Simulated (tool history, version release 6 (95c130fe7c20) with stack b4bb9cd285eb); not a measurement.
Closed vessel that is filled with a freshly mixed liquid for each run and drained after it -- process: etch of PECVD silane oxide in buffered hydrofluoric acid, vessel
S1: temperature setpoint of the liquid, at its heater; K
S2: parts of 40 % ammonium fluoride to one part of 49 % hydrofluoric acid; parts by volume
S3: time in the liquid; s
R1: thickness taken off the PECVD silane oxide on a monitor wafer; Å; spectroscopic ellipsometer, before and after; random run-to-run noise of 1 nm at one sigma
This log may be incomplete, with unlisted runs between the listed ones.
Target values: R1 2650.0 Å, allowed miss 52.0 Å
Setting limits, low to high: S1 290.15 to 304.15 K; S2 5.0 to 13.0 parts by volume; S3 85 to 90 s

run	hour	S1	S2	S3	R1
1	0.0	296.15	8.0	85	1805.3
2	8.2	296.15	7.0	85	2086.8
3	14.5	296.65	7.0	85	2159.7
4	16.5	296.65	7.0	85	2157.2
5	20.5	297.15	7.0	85	2210.6
6	22.2	294.15	7.0	85	1867.2
7	27.3	298.15	7.0	85	2335.3
8	30.4	298.65	7.0	85	2405.4
9	34.8	299.65	7.0	85	2542.6

Which one of the following 4 next-run settings gets every result inside its allowed miss? There is exactly one.
A	39.2	301.65	7.5	90	?
B	39.2	300.15	7.5	85	?
C	39.2	295.65	5.5	90	?
D	39.2	296.65	6.5	85	?

move	R1
A	2769.2
B	2415.0
C	2656.0
D	2296.6
A: takes the result that was furthest off past its target
B: further off than the last run
C: meets every target
D: further off than the last run
Correct choice: C, which meets every target
